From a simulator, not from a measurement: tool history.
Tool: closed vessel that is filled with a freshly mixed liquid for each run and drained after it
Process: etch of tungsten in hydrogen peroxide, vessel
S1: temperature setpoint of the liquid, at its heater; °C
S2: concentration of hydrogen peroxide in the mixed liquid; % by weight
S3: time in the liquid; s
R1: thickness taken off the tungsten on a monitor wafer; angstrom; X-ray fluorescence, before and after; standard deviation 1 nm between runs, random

{"run": 1, "hour": 0.0, "S1": 42, "S2": 16.5, "S3": 105, "R1": 1014.9}
{"run": 2, "hour": 3.6, "S1": 36, "S2": 16.5, "S3": 105, "R1": 682.15}
{"run": 3, "hour": 12.2, "S1": 42, "S2": 16.5, "S3": 105, "R1": 1004.6}
{"run": 4, "hour": 20.5, "S1": 42, "S2": 15, "S3": 105, "R1": 964.86}
{"run": 5, "hour": 21.7, "S1": 42, "S2": 13, "S3": 105, "R1": 883.99}
{"run": 6, "hour": 26.4, "S1": 37, "S2": 13, "S3": 105, "R1": 643.94}
{"run": 7, "hour": 27.4, "S1": 40, "S2": 13, "S3": 105, "R1": 787.92}
{"run": 8, "hour": 32.3, "S1": 42.5, "S2": 13, "S3": 105, "R1": 912.68}
{"run": 9, "hour": 41.3, "S1": 44.5, "S2": 13, "S3": 105, "R1": 1053}
{"run": 10, "hour": 45.8, "S1": 46, "S2": 13, "S3": 105, "R1": 1151.9}

What will run 11 give?
{"run": 11, "hour": 52.3, "S1": 46, "S2": 13, "S3": 105, "R1": "?"}

Run 11 came out at R1 1148.2 angstrom.

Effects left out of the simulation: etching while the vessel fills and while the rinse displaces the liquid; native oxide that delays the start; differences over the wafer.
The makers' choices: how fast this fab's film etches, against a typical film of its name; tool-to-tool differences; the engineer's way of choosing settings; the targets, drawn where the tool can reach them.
